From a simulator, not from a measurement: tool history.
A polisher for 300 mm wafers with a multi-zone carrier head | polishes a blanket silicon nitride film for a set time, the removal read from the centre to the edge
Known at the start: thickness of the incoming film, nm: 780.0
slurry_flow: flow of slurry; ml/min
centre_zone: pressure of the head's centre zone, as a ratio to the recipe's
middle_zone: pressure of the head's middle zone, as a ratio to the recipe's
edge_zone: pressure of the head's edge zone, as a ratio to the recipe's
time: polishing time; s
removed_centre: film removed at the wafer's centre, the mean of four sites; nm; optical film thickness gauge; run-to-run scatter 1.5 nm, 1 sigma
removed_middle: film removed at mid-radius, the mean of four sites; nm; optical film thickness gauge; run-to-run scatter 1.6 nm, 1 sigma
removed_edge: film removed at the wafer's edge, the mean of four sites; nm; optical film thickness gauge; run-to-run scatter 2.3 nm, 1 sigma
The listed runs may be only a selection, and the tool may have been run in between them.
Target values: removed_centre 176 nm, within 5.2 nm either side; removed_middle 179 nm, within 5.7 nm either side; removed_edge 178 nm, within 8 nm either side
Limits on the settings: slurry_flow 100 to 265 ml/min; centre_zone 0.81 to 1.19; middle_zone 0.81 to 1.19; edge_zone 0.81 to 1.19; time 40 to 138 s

| run | hour | slurry_flow | centre_zone | middle_zone | edge_zone | time | removed_centre | removed_middle | removed_edge |
|---|---|---|---|---|---|---|---|---|---|
| 1 | 0 | 170 | 1 | 1 | 1 | 88 | 140.61 | 141.89 | 146.89 |
| 2 | 4.5 | 170 | 1 | 1 | 1 | 72 | 114.88 | 116.85 | 118.16 |
| 3 | 6.2 | 215 | 1 | 1 | 1 | 72 | 118.96 | 119.61 | 122.16 |
| 4 | 8.7 | 180 | 1 | 1 | 1 | 72 | 116.74 | 116.3 | 119.77 |
| 5 | 11.2 | 200 | 1 | 1 | 1 | 72 | 119.74 | 117.56 | 120.7 |
| 6 | 13.5 | 200 | 1.02 | 1.02 | 1.02 | 77 | 126.64 | 128.14 | 129.22 |
| 7 | 18.7 | 205 | 1.04 | 1.03 | 1.04 | 82 | 140.07 | 136.87 | 140.21 |
| 8 | 25 | 205 | 1.05 | 1.05 | 1.06 | 85 | 146.31 | 143.35 | 146.99 |
| 9 | 32.8 | 205 | 1.06 | 1.07 | 1.07 | 87 | 149.68 | 149.12 | 150.36 |

Below are 5 possible settings for the next run. Only one of them brings all results inside the allowed miss of their targets. Which is it?
| A | 40.6 | 240 | 1.14 | 1.19 | 0.95 | 94 | ? | ? | ? |
| B | 40.6 | 165 | 0.93 | 1.09 | 1.14 | 111 | ? | ? | ? |
| C | 40.6 | 260 | 1.16 | 1.19 | 0.99 | 96 | ? | ? | ? |
| D | 40.6 | 170 | 0.88 | 0.96 | 1.14 | 115 | ? | ? | ? |
| E | 40.6 | 200 | 1.04 | 1.09 | 1.07 | 103 | ? | ? | ? |

| move | removed_centre | removed_middle | removed_edge |
|---|---|---|---|
| A | 179.01 | 178.46 | 150.15 |
| B | 166.19 | 188.65 | 187.55 |
| C | 187.58 | 183.8 | 157.4 |
| D | 164.36 | 179.27 | 195.19 |
| E | 175.82 | 179.49 | 171.72 |
A: brings the result that was furthest off to its target, and leaves another outside
B: the result that was furthest off in the last run now lies on the other side of its target
C: brings the result that was furthest off to its target, and leaves another outside
D: brings the result that was furthest off to its target, and leaves another outside
E: meets every target
The move that meets every target is E.
